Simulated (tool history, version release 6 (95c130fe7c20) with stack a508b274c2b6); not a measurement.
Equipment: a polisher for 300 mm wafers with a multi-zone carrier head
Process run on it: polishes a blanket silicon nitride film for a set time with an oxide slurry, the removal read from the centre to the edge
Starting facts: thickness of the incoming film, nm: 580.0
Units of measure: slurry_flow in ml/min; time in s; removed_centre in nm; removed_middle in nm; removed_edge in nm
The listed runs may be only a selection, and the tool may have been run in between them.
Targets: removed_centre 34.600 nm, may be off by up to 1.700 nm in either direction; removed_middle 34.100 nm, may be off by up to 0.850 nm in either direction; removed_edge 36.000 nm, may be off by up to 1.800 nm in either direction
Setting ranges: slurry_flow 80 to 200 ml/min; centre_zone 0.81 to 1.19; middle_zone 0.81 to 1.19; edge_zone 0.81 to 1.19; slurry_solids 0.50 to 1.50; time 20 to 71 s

| run | hour | slurry_flow | centre_zone | middle_zone | edge_zone | slurry_solids | time | removed_centre | removed_middle | removed_edge |
|---|---|---|---|---|---|---|---|---|---|---|
| 1 | 0.0 | 130 | 1.00 | 1.00 | 1.00 | 1.00 | 45 | 50.286 | 51.417 | 51.687 |
| 2 | 6.5 | 125 | 0.99 | 0.98 | 0.98 | 0.90 | 45 | 47.843 | 47.677 | 45.841 |
| 3 | 15.3 | 125 | 0.99 | 0.98 | 0.94 | 0.90 | 45 | 47.785 | 48.114 | 46.911 |
| 4 | 20.5 | 125 | 0.99 | 0.98 | 0.94 | 0.70 | 45 | 40.157 | 40.170 | 37.922 |
| 5 | 21.1 | 125 | 0.99 | 0.90 | 0.94 | 0.70 | 45 | 39.033 | 38.247 | 39.450 |
| 6 | 24.0 | 125 | 0.99 | 0.90 | 0.94 | 0.70 | 39 | 34.141 | 33.030 | 33.499 |
| 7 | 32.8 | 125 | 0.99 | 0.90 | 0.95 | 0.70 | 39 | 33.186 | 32.876 | 34.447 |
| 8 | 35.1 | 130 | 0.99 | 0.90 | 0.95 | 0.70 | 39 | 34.389 | 33.497 | 34.072 |
| 9 | 42.0 | 130 | 0.99 | 0.90 | 0.96 | 0.70 | 39 | 35.524 | 33.063 | 34.375 |
| 10 | 45.5 | 130 | 0.98 | 0.90 | 0.96 | 0.70 | 39 | 34.347 | 33.130 | 34.152 |
| 11 | 49.7 | 130 | 0.98 | 0.90 | 0.97 | 0.70 | 39 | 34.253 | 33.083 | 34.286 |
| 12 | 56.7 | 130 | 0.96 | 0.90 | 0.99 | 0.75 | 39 | 35.305 | 35.491 | 37.164 |

Exercise: of the 4 proposed moves below, exactly one satisfies all targets within the stated allowed misses. Which move is it?
| A | 63.7 | 110 | 0.94 | 0.85 | 0.93 | 0.90 | 36 | ? | ? | ? |
| B | 63.7 | 150 | 0.90 | 1.01 | 1.04 | 0.90 | 34 | ? | ? | ? |
| C | 63.7 | 140 | 0.97 | 0.93 | 0.95 | 0.70 | 43 | ? | ? | ? |
| D | 63.7 | 135 | 0.92 | 1.03 | 0.89 | 0.65 | 43 | ? | ? | ? |

| move | removed_centre | removed_middle | removed_edge |
|---|---|---|---|
| A | 34.890 | 34.329 | 36.014 |
| B | 33.348 | 38.063 | 37.071 |
| C | 37.745 | 37.891 | 37.454 |
| D | 33.513 | 37.985 | 34.057 |
A: all results land within tolerance of their targets
B: its largest miss is bigger than the last run's
C: its largest miss is bigger than the last run's
D: its largest miss is bigger than the last run's
So the answer is move A, the one that meets all the targets.
